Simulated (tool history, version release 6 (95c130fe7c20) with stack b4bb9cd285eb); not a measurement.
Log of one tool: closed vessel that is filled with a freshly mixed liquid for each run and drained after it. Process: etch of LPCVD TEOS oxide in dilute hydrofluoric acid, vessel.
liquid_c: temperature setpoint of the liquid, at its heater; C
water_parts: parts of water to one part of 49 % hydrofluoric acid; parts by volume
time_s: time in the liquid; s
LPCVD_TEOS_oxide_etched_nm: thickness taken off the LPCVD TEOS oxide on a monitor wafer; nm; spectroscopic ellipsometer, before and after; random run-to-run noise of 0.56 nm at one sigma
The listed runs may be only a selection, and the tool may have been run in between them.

run,day,liquid_c,water_parts,time_s,LPCVD_TEOS_oxide_etched_nm
1,0.000,21.0,40,100,117.81
2,0.346,23.0,40,100,128.05
3,0.604,24.5,40,100,136.40
4,0.746,24.5,40,110,149.28
5,1.096,24.5,50,110,118.14
6,1.438,25.5,50,110,123.49

Run 7 has not been measured yet. What should we expect?
7,1.625,26.5,50,110,?

{"run 7": {"LPCVD_TEOS_oxide_etched_nm": 128.15}}
